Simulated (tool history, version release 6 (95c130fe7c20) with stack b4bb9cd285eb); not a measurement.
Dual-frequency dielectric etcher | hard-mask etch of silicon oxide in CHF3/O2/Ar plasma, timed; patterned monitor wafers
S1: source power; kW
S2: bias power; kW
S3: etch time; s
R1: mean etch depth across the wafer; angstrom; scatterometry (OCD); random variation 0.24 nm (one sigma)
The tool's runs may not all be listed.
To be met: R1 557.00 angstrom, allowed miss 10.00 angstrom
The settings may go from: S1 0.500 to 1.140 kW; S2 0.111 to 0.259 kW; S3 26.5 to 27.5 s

run,hour,S1,S2,S3,R1
1,0.0,0.820,0.185,26.5,661.01
2,3.9,0.690,0.185,26.5,610.18
3,11.6,0.690,0.160,26.5,582.46
4,18.0,0.690,0.181,26.5,609.25
5,22.1,0.660,0.180,26.5,597.41
6,29.9,0.660,0.180,26.5,593.75
7,35.2,0.520,0.174,26.5,524.48
8,42.3,0.530,0.174,26.5,526.19
9,46.0,0.530,0.174,26.5,527.47
10,47.8,0.540,0.174,26.5,527.58
11,52.9,0.550,0.174,26.5,540.78
12,54.0,0.560,0.174,26.5,543.67

5 next moves are on the table. One of them brings every result within its allowed miss. Which?
A,55.1,0.520,0.165,27.5,?
B,55.1,0.550,0.162,27.0,?
C,55.1,0.500,0.207,27.0,?
D,55.1,0.520,0.169,27.0,?
E,55.1,0.510,0.171,27.0,?

move,R1
A,531.66
B,533.45
C,557.37
D,526.67
E,523.75
A: further off than the last run
B: further off than the last run
C: meets every target
D: further off than the last run
E: further off than the last run
Answer: C

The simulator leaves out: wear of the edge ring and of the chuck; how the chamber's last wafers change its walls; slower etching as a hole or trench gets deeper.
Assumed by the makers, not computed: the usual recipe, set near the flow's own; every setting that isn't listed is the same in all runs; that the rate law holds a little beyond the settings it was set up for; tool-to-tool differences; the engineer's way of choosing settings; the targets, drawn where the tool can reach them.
